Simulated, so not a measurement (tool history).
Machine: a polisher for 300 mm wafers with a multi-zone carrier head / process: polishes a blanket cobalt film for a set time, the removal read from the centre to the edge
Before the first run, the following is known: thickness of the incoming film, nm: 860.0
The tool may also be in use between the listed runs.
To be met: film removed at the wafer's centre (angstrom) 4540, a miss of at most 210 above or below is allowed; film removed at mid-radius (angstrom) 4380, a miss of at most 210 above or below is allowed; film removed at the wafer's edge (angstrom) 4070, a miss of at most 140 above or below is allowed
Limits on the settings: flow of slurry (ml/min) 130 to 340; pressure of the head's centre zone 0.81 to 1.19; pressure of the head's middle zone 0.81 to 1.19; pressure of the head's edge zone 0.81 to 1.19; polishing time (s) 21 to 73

| run | hour | flow of slurry (ml/min) | pressure of the head's centre zone | pressure of the head's middle zone | pressure of the head's edge zone | polishing time (s) | film removed at the wafer's centre (angstrom) | film removed at mid-radius (angstrom) | film removed at the wafer's edge (angstrom) |
|---|---|---|---|---|---|---|---|---|---|
| 1 | 0 | 220 | 1 | 1 | 1 | 47 | 3221.2 | 3246.1 | 3173.6 |
| 2 | 5.8 | 225 | 1.01 | 1.01 | 1.01 | 48 | 3311.2 | 3394.1 | 3250.6 |
| 3 | 11.4 | 225 | 1.01 | 0.95 | 1.01 | 48 | 3260.1 | 3149.4 | 3292.3 |
| 4 | 12.6 | 205 | 1.01 | 0.95 | 1.01 | 48 | 3144.4 | 3211.1 | 3263.6 |
| 5 | 18.3 | 210 | 1.02 | 0.96 | 1.02 | 49 | 3353.7 | 3264.4 | 3363 |
| 6 | 24.1 | 210 | 1.02 | 0.96 | 0.97 | 49 | 3397.5 | 3283.4 | 3240.5 |
| 7 | 31.5 | 210 | 1.03 | 0.98 | 0.98 | 50 | 3351.6 | 3326.1 | 3406.2 |
| 8 | 39.5 | 225 | 1.03 | 1 | 0.97 | 51 | 3541.7 | 3582.9 | 3464.1 |
| 9 | 41.7 | 230 | 1.05 | 1.01 | 0.97 | 51 | 3633.2 | 3563.3 | 3388.8 |
| 10 | 46.1 | 230 | 1.05 | 1.01 | 0.97 | 51 | 3629.1 | 3507.6 | 3420.9 |
| 11 | 52.4 | 235 | 1.06 | 1.02 | 0.98 | 52 | 3640.1 | 3628.4 | 3522.2 |
| 12 | 59.7 | 250 | 1.16 | 1.06 | 0.95 | 60 | 4724 | 4387.1 | 3983 |

5 next moves are on the table. One of them brings every result within its allowed miss. Which?
| A | 67 | 290 | 1.19 | 1.05 | 0.87 | 60 | ? | ? | ? |
| B | 67 | 275 | 1.13 | 1.1 | 1.04 | 58 | ? | ? | ? |
| C | 67 | 300 | 1.19 | 1 | 0.99 | 60 | ? | ? | ? |
| D | 67 | 300 | 1.19 | 0.97 | 0.87 | 63 | ? | ? | ? |
| E | 67 | 240 | 1.19 | 1.06 | 0.93 | 61 | ? | ? | ? |

| move | film removed at the wafer's centre (angstrom) | film removed at mid-radius (angstrom) | film removed at the wafer's edge (angstrom) |
|---|---|---|---|
| A | 5045.8 | 4493.6 | 3905.9 |
| B | 4606.6 | 4488.8 | 4089.5 |
| C | 5061 | 4333.7 | 4160.3 |
| D | 5313 | 4442.3 | 4114.8 |
| E | 5027.4 | 4520.3 | 4038 |
A: lands further from the targets than the last run did
B: in spec on every target
C: lands further from the targets than the last run did
D: lands further from the targets than the last run did
E: lands further from the targets than the last run did
So the answer is move B, the one that meets all the targets.

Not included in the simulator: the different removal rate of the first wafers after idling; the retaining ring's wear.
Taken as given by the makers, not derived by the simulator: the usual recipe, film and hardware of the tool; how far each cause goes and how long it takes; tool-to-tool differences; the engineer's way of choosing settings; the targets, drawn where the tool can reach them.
